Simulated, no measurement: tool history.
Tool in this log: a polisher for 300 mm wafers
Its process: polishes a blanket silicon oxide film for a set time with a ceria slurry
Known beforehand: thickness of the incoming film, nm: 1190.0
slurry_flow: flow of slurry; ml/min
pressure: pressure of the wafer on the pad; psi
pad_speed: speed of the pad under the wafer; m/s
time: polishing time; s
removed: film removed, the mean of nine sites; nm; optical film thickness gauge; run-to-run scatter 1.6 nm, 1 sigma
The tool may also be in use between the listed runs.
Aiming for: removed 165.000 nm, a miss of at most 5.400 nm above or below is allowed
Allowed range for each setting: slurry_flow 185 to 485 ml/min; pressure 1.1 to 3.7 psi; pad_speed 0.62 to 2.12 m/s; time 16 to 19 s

Run 1, hour 0.0: slurry_flow 310 ml/min, pressure 2.4 psi, pad_speed 1.36 m/s, time 19 s. Result: removed 92.844 nm.
Run 2, hour 6.4: slurry_flow 310 ml/min, pressure 2.4 psi, pad_speed 1.64 m/s, time 19 s. Result: removed 112.720 nm.
Run 3, hour 8.6: slurry_flow 310 ml/min, pressure 2.6 psi, pad_speed 1.64 m/s, time 19 s. Result: removed 121.190 nm.
Run 4, hour 17.0: slurry_flow 310 ml/min, pressure 3.1 psi, pad_speed 1.64 m/s, time 19 s. Result: removed 141.730 nm.
Run 5, hour 25.0: slurry_flow 310 ml/min, pressure 3.2 psi, pad_speed 1.64 m/s, time 19 s. Result: removed 147.600 nm.
Run 6, hour 30.3: slurry_flow 310 ml/min, pressure 3.2 psi, pad_speed 1.64 m/s, time 16 s. Result: removed 124.730 nm.
Run 7, hour 35.6: slurry_flow 310 ml/min, pressure 3.3 psi, pad_speed 1.68 m/s, time 16 s. Result: removed 128.410 nm.
Run 8, hour 38.8: slurry_flow 310 ml/min, pressure 3.4 psi, pad_speed 1.72 m/s, time 16 s. Result: removed 141.240 nm.
Run 9, hour 41.9: slurry_flow 310 ml/min, pressure 3.5 psi, pad_speed 1.74 m/s, time 16 s. Result: removed 143.420 nm.
Run 10, hour 45.1: slurry_flow 310 ml/min, pressure 3.5 psi, pad_speed 1.76 m/s, time 16 s. Result: removed 145.200 nm.
Run 11, hour 50.4: slurry_flow 310 ml/min, pressure 3.7 psi, pad_speed 1.82 m/s, time 16 s. Result: removed 159.680 nm.

4 candidate next runs follow, results not yet known. Just one meets every target within its allowed miss. Identify it.
Run A, hour 55.7: slurry_flow 260 ml/min, pressure 3.7 psi, pad_speed 1.80 m/s, time 16 s. Result: removed ?.
Run B, hour 55.7: slurry_flow 335 ml/min, pressure 3.4 psi, pad_speed 1.72 m/s, time 18 s. Result: removed ?.
Run C, hour 55.7: slurry_flow 360 ml/min, pressure 3.7 psi, pad_speed 1.62 m/s, time 17 s. Result: removed ?.
Run D, hour 55.7: slurry_flow 285 ml/min, pressure 3.7 psi, pad_speed 1.94 m/s, time 16 s. Result: removed ?.

move  removed
   A  155.950
   B  158.490
   C  154.310
   D  169.520
A: further off than the last run
B: further off than the last run
C: further off than the last run
D: every result within its allowed miss
Answer: D
